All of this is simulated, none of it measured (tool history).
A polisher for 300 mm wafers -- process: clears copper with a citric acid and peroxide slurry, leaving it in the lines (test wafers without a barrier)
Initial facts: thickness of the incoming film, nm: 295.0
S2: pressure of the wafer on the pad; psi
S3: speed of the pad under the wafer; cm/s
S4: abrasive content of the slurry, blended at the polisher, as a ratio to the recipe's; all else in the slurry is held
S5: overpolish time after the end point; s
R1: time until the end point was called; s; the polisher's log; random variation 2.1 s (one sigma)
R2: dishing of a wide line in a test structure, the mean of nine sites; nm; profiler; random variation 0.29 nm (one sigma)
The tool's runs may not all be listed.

run 1 hour=0 | flow_of_slurry_(ml/min)=235 S2=3.2 S3=90 S4=1 S5=18 | R1=111.78 R2=30.451
run 2 hour=1.4 | flow_of_slurry_(ml/min)=235 S2=3.2 S3=90 S4=1 S5=21 | R1=111.96 R2=35.68
run 3 hour=6.6 | flow_of_slurry_(ml/min)=230 S2=2.6 S3=88 S4=1 S5=22 | R1=140.7 R2=30.366
run 4 hour=9.8 | flow_of_slurry_(ml/min)=230 S2=2.6 S3=88 S4=1 S5=29 | R1=140.65 R2=38.003
run 5 hour=18 | flow_of_slurry_(ml/min)=230 S2=2.2 S3=88 S4=1 S5=28 | R1=164.47 R2=31.703
run 6 hour=19.1 | flow_of_slurry_(ml/min)=195 S2=2.2 S3=88 S4=1 S5=28 | R1=169.51 R2=31.143
run 7 hour=26.1 | flow_of_slurry_(ml/min)=195 S2=2 S3=88 S4=1 S5=27 | R1=185.1 R2=27.147

For run 8, what comes out?
run 8 hour=28 | flow_of_slurry_(ml/min)=185 S2=1.9 S3=88 S4=1 S5=27 | R1=? R2=?

Run 8 produced R1 195.29 s, R2 26.828 nm.
